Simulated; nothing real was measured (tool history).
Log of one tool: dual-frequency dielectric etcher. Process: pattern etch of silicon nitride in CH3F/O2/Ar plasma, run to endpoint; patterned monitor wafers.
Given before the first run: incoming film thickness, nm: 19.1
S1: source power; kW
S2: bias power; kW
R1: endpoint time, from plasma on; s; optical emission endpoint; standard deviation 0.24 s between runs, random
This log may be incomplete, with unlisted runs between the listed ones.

run,hour,S1,S2,R1
1,0.0,0.330,0.052,32.601
2,4.3,0.330,0.043,34.131
3,7.9,0.270,0.043,37.225
4,12.9,0.310,0.046,34.976
5,21.1,0.340,0.048,33.804
6,29.9,0.370,0.052,31.660
7,32.8,0.390,0.054,30.767
8,34.9,0.400,0.055,29.749
9,40.2,0.410,0.055,30.077

The next listed run, before its measurement:
10,42.2,0.420,0.056,?

Run 10 gave R1 30.209 s.
